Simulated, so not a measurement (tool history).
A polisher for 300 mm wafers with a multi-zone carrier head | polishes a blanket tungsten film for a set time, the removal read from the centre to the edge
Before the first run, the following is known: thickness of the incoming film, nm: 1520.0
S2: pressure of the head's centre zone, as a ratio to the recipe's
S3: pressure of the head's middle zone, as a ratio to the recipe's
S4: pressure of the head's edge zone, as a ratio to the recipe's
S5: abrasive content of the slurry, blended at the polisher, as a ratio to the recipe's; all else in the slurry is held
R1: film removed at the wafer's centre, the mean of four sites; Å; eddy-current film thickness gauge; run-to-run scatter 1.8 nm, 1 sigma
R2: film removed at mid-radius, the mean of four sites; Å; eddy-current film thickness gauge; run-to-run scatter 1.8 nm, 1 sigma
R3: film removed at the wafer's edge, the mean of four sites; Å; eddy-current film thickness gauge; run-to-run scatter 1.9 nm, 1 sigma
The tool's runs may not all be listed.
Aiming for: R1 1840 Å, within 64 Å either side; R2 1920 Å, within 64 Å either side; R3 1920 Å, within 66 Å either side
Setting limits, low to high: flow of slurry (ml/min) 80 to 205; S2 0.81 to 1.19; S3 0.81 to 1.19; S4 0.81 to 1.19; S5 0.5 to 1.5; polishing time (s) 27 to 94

run 1 hour=0 | flow_of_slurry_(ml/min)=135 S2=1 S3=1 S4=1 S5=1 polishing_time_(s)=60 | R1=3418.7 R2=3460 R3=3773.3
run 2 hour=1.5 | flow_of_slurry_(ml/min)=135 S2=1.04 S3=1 S4=1 S5=1 polishing_time_(s)=60 | R1=3577.6 R2=3456.2 R3=3667.7
run 3 hour=3.4 | flow_of_slurry_(ml/min)=135 S2=0.97 S3=1 S4=1 S5=1 polishing_time_(s)=60 | R1=3344.7 R2=3430.6 R3=3645.8
run 4 hour=10.1 | flow_of_slurry_(ml/min)=130 S2=0.95 S3=0.99 S4=0.94 S5=0.85 polishing_time_(s)=52 | R1=2668.8 R2=2817.8 R3=3009.8
run 5 hour=13.1 | flow_of_slurry_(ml/min)=120 S2=0.95 S3=0.99 S4=0.94 S5=0.85 polishing_time_(s)=52 | R1=2573.3 R2=2735.2 R3=2952.9
run 6 hour=15.2 | flow_of_slurry_(ml/min)=125 S2=0.97 S3=1 S4=0.9 S5=0.75 polishing_time_(s)=46 | R1=2363.2 R2=2396.2 R3=2495.7
run 7 hour=24.1 | flow_of_slurry_(ml/min)=110 S2=0.9 S3=1 S4=0.81 S5=0.5 polishing_time_(s)=37 | R1=1464.3 R2=1686.1 R3=1662.7
run 8 hour=30 | flow_of_slurry_(ml/min)=130 S2=0.91 S3=0.99 S4=0.82 S5=0.5 polishing_time_(s)=37 | R1=1579.3 R2=1739.3 R3=1767.2
run 9 hour=31.2 | flow_of_slurry_(ml/min)=145 S2=0.92 S3=1 S4=0.82 S5=0.5 polishing_time_(s)=37 | R1=1693.4 R2=1855.5 R3=1809.9
run 10 hour=37.9 | flow_of_slurry_(ml/min)=150 S2=0.92 S3=0.99 S4=0.83 S5=0.5 polishing_time_(s)=37 | R1=1721.1 R2=1880.5 R3=1821.4
run 11 hour=41.7 | flow_of_slurry_(ml/min)=155 S2=0.92 S3=0.98 S4=0.84 S5=0.5 polishing_time_(s)=37 | R1=1745.9 R2=1868.8 R3=1825.6
run 12 hour=43.2 | flow_of_slurry_(ml/min)=175 S2=0.93 S3=0.97 S4=0.9 S5=0.55 polishing_time_(s)=37 | R1=1864.7 R2=1925.3 R3=2026.9
-- hour=44.7 slurry nozzle cleaned
run 13 hour=44.7 | flow_of_slurry_(ml/min)=175 S2=0.93 S3=0.97 S4=0.88 S5=0.55 polishing_time_(s)=37 | R1=2093 R2=2088.7 R3=2104.5
run 14 hour=53.4 | flow_of_slurry_(ml/min)=165 S2=0.93 S3=0.97 S4=0.87 S5=0.55 polishing_time_(s)=37 | R1=2080.5 R2=2091 R3=2116.5
run 15 hour=62.2 | flow_of_slurry_(ml/min)=160 S2=0.89 S3=0.97 S4=0.83 S5=0.5 polishing_time_(s)=32 | R1=1602.3 R2=1730.6 R3=1698.7
run 16 hour=64.4 | flow_of_slurry_(ml/min)=170 S2=0.89 S3=0.97 S4=0.85 S5=0.5 polishing_time_(s)=32 | R1=1671.3 R2=1745.2 R3=1715.3
run 17 hour=73.2 | flow_of_slurry_(ml/min)=170 S2=0.89 S3=0.97 S4=0.85 S5=0.5 polishing_time_(s)=32 | R1=1651.2 R2=1796.8 R3=1751.8
run 18 hour=75 | flow_of_slurry_(ml/min)=180 S2=0.89 S3=0.97 S4=0.87 S5=0.5 polishing_time_(s)=32 | R1=1651.9 R2=1802.6 R3=1741.1
run 19 hour=77.1 | flow_of_slurry_(ml/min)=185 S2=0.9 S3=0.97 S4=0.89 S5=0.5 polishing_time_(s)=32 | R1=1675.1 R2=1801.3 R3=1825.3

Pick the move, out of 4, that brings all results within their allowed miss; only one does.
run A hour=79.2 | flow_of_slurry_(ml/min)=155 S2=0.88 S3=0.93 S4=0.83 S5=0.75 polishing_time_(s)=33 | R1=? R2=? R3=?
run B hour=79.2 | flow_of_slurry_(ml/min)=185 S2=0.9 S3=1.09 S4=0.86 S5=0.5 polishing_time_(s)=30 | R1=? R2=? R3=?
run C hour=79.2 | flow_of_slurry_(ml/min)=180 S2=0.84 S3=1.02 S4=0.93 S5=0.5 polishing_time_(s)=33 | R1=? R2=? R3=?
run D hour=79.2 | flow_of_slurry_(ml/min)=160 S2=0.96 S3=0.99 S4=0.86 S5=0.7 polishing_time_(s)=30 | R1=? R2=? R3=?

move=A R1=1790.8 R2=1937.4 R3=1897.4
move=B R1=1571.8 R2=1884 R3=1627
move=C R1=1603.8 R2=1953.1 R3=1847.1
move=D R1=1761.5 R2=1833.7 R3=1729.1
A: meets every target
B: further off than the last run
C: further off than the last run
D: further off than the last run
Answer: A
